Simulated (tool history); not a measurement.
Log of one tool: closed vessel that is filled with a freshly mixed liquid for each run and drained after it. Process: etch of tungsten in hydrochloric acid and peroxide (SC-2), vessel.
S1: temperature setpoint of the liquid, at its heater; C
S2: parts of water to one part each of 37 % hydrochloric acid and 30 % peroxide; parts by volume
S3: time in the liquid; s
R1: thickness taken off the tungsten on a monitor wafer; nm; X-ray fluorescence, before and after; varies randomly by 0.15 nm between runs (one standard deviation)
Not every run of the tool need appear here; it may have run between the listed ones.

Run 1, hour 0: S1 54 C, S2 11.5 parts by volume, S3 315 s. Result: R1 65.436 nm.
Run 2, hour 5.7: S1 51.5 C, S2 11.5 parts by volume, S3 315 s. Result: R1 55.696 nm.
Run 3, hour 10.6: S1 51.5 C, S2 9.5 parts by volume, S3 315 s. Result: R1 64.943 nm.
Run 4, hour 11.9: S1 51.5 C, S2 9.5 parts by volume, S3 340 s. Result: R1 70.094 nm.
Run 5, hour 16.8: S1 51.5 C, S2 9.5 parts by volume, S3 340 s. Result: R1 69.642 nm.
At hour 22.8: chemicals flow meter replaced.
Run 6, hour 22.8: S1 48.5 C, S2 9.5 parts by volume, S3 340 s. Result: R1 52.508 nm.
Run 7, hour 24.3: S1 47 C, S2 9.5 parts by volume, S3 340 s. Result: R1 47.473 nm.
Run 8, hour 25.6: S1 46 C, S2 9.5 parts by volume, S3 340 s. Result: R1 44.241 nm.
Run 9, hour 29: S1 45 C, S2 9.5 parts by volume, S3 340 s. Result: R1 41.709 nm.
Run 10, hour 32.8: S1 44.5 C, S2 9.5 parts by volume, S3 340 s. Result: R1 39.994 nm.
Run 11, hour 37.7: S1 44 C, S2 9.5 parts by volume, S3 340 s. Result: R1 38.844 nm.

For run 12, what comes out?
Run 12, hour 38.6: S1 43.5 C, S2 9.5 parts by volume, S3 340 s. Result: R1 ?.

R1: 37.21 nm

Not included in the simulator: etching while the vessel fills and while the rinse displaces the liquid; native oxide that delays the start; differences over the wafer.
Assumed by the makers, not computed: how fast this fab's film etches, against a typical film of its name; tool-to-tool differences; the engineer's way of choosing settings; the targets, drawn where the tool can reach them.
